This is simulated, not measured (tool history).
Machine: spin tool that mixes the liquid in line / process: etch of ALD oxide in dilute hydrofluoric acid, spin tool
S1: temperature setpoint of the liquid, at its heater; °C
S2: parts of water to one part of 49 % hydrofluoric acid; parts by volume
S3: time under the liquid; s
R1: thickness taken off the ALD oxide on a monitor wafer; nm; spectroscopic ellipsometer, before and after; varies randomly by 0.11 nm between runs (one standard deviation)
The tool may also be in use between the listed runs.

run    day    S1   S2   S3      R1
  1      0    23  170  125  14.898
  2  0.108    20  170  125  13.348
  3  0.208    22  150  125   16.74
  4  0.296  23.5  140  125  19.169
  5  0.454  25.5  140  125  20.682
  6  0.812  26.5  130  125  23.415
  7  0.908  26.5  130  125  23.495
  8   1.15  27.5  125  125  25.435
  9  1.379    28  120  125   27.04
 10    1.5  28.5  115  125  29.088
 11  1.871  28.5  115  125  28.984
 12  2.004    29  115  125   29.59
 13  2.029  29.5  115  125  30.173
 14  2.271    31  100  125  37.511
 15  2.625  30.5  100  125  36.776
 16  2.992    30  100  125  36.149
     3.329  -- thermometer replaced
 17  3.329  29.5  100  125  33.028

Forecast run 18:
 18  3.546  30  100  125   ?

{"run 18": {"R1": 33.603}}
